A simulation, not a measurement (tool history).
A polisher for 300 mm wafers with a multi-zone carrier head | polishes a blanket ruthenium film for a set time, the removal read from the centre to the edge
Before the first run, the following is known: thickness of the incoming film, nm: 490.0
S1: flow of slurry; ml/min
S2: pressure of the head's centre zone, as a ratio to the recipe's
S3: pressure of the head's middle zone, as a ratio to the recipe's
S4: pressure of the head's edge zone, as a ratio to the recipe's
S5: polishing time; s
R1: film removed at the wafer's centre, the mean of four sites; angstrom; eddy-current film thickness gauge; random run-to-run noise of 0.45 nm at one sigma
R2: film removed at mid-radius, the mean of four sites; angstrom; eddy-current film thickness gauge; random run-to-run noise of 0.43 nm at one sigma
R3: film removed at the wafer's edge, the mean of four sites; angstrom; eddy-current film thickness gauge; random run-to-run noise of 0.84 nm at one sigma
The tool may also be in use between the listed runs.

Run 1, day 0: S1 315 ml/min, S2 1, S3 1, S4 1, S5 73 s. Result: R1 732.51 angstrom, R2 755.3 angstrom, R3 746.05 angstrom.
Run 2, day 0.033: S1 315 ml/min, S2 1, S3 1, S4 1, S5 88 s. Result: R1 888.5 angstrom, R2 917.48 angstrom, R3 930.06 angstrom.
Run 3, day 0.375: S1 350 ml/min, S2 1, S3 1, S4 1, S5 88 s. Result: R1 890.05 angstrom, R2 936.31 angstrom, R3 945.86 angstrom.
Run 4, day 0.592: S1 380 ml/min, S2 1, S3 1, S4 1, S5 88 s. Result: R1 918.29 angstrom, R2 935.28 angstrom, R3 936.44 angstrom.
Run 5, day 0.904: S1 360 ml/min, S2 0.96, S3 0.97, S4 0.99, S5 81 s. Result: R1 800.18 angstrom, R2 841.36 angstrom, R3 865.71 angstrom.
Run 6, day 0.929: S1 360 ml/min, S2 0.96, S3 0.97, S4 0.99, S5 67 s. Result: R1 665.42 angstrom, R2 689.08 angstrom, R3 707.24 angstrom.
Run 7, day 1.3: S1 360 ml/min, S2 0.96, S3 0.97, S4 0.99, S5 67 s. Result: R1 663.51 angstrom, R2 686.14 angstrom, R3 717.89 angstrom.
Run 8, day 1.562: S1 345 ml/min, S2 0.93, S3 0.96, S4 0.98, S5 64 s. Result: R1 604.02 angstrom, R2 642.91 angstrom, R3 669.43 angstrom.
Run 9, day 1.662: S1 325 ml/min, S2 0.91, S3 0.95, S4 0.96, S5 63 s. Result: R1 578.32 angstrom, R2 626.83 angstrom, R3 641.61 angstrom.
Run 10, day 1.7: S1 310 ml/min, S2 0.89, S3 0.93, S4 0.96, S5 63 s. Result: R1 555.46 angstrom, R2 619.8 angstrom, R3 640.94 angstrom.

Run 11, settings as shown, results not yet in. Your forecast:
Run 11, day 1.962: S1 295 ml/min, S2 0.88, S3 0.91, S4 0.95, S5 62 s. Result: R1 ?, R2 ?, R3 ?.

R1: 540.16 angstrom
R2: 599.86 angstrom
R3: 619 angstrom
